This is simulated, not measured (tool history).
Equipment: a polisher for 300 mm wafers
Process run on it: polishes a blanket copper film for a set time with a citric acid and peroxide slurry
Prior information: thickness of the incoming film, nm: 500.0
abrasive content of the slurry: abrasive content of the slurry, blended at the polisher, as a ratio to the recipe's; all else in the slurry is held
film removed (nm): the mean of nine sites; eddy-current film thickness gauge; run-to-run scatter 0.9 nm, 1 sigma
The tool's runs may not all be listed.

run,hour,flow of slurry (ml/min),pressure of the wafer on the pad (psi),speed of the pad under the wafer (m/s),abrasive content of the slurry,polishing time (s),film removed (nm)
1,0,285,2.7,0.82,1,32,55.922
2,5.9,285,2.9,0.82,1,32,60.006
3,9,285,3,0.82,1,32,61.215
4,15.8,285,2.8,0.82,1,32,57.634
5,16.4,285,2.5,0.82,1,32,53.023
6,17.9,250,2.5,0.82,1,32,51.981
7,20.7,250,2.7,0.82,1,32,54.06

What does the tool deliver on the next run?
8,26.3,275,2.9,0.82,1,32,?

Logged for run 8: film removed (nm) 59.696.

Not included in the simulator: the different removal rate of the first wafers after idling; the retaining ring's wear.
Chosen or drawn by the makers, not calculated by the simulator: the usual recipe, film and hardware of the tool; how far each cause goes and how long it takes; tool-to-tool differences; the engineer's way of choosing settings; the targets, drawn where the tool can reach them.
